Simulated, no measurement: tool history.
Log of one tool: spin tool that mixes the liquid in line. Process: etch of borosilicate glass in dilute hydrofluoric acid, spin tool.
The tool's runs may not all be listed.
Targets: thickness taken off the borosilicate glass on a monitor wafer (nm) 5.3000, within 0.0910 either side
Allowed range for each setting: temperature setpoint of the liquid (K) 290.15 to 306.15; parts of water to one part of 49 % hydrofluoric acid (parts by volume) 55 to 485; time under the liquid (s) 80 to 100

| run | hour | temperature setpoint of the liquid (K) | parts of water to one part of 49 % hydrofluoric acid (parts by volume) | time under the liquid (s) | thickness taken off the borosilicate glass on a monitor wafer (nm) |
|---|---|---|---|---|---|
| 1 | 0.0 | 298.15 | 270 | 100 | 6.9907 |
| 2 | 4.5 | 298.15 | 270 | 100 | 6.9740 |
| 3 | 8.4 | 296.65 | 270 | 100 | 6.6426 |
| 4 | 11.7 | 293.65 | 270 | 100 | 5.9275 |
| 5 | 14.6 | 296.15 | 270 | 100 | 6.5526 |
| 6 | 21.5 | 295.15 | 270 | 100 | 6.3137 |
| 7 | 22.2 | 294.15 | 270 | 100 | 6.0878 |
| 8 | 24.5 | 293.65 | 270 | 100 | 5.8947 |
| 9 | 33.3 | 293.15 | 270 | 100 | 5.8463 |
| 10 | 36.8 | 292.65 | 270 | 100 | 5.7306 |
| 11 | 39.6 | 290.15 | 270 | 100 | 5.1874 |

Which of these 4 next moves meets every target?
| A | 42.4 | 290.65 | 260 | 100 | ? |
| B | 42.4 | 290.15 | 220 | 80 | ? |
| C | 42.4 | 291.65 | 250 | 85 | ? |
| D | 42.4 | 290.15 | 230 | 80 | ? |

| move | thickness taken off the borosilicate glass on a monitor wafer (nm) |
|---|---|
| A | 5.4964 |
| B | 5.2738 |
| C | 5.0950 |
| D | 5.0008 |
A: moves the result that the last run missed by most past its target, out the other side
B: hits every target within its allowed miss
C: the biggest miss grows against the last run
D: the biggest miss grows against the last run
So the answer is move B, the one that meets all the targets.
